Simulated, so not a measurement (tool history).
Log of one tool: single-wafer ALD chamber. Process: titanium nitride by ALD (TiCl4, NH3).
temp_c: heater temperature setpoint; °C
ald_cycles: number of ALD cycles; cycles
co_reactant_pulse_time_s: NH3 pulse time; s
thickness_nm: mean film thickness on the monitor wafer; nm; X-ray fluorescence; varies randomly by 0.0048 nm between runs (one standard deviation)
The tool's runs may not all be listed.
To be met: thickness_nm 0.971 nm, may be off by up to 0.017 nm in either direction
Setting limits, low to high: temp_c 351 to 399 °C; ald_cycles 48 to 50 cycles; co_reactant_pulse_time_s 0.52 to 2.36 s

run,hour,temp_c,ald_cycles,co_reactant_pulse_time_s,thickness_nm
1,0,375,50,1.44,1.0939
2,5.6,375,50,1.76,1.1065
3,12.7,366,50,1.76,1.0864
4,16.8,363,50,1.58,1.0708
5,18,361,50,1.44,1.0556
6,21.9,359,50,1.36,1.0497
7,27.3,358,50,1.27,1.0322
8,30.3,357,50,1.24,1.0309
9,36.3,351,48,0.86,0.92812
10,44,352,48,0.86,0.933
11,50.5,353,48,0.86,0.9296
12,58.4,353,48,0.86,0.9329
13,60.8,354,48,0.86,0.939
14,66.5,355,48,0.86,0.93417

Pick the move, out of 4, that brings all results within their allowed miss; only one does.
A,72.2,355,48,0.69,?
B,72.2,352,48,1.14,?
C,72.2,365,50,0.91,?
D,72.2,351,50,0.72,?

move,thickness_nm
A,0.90777
B,0.96773
C,1.0165
D,0.93779
A: further off than the last run
B: every result lands within tolerance
C: takes the result that was furthest off past its target
D: closer than the last run, but not yet in spec
Go with B: it meets all targets.

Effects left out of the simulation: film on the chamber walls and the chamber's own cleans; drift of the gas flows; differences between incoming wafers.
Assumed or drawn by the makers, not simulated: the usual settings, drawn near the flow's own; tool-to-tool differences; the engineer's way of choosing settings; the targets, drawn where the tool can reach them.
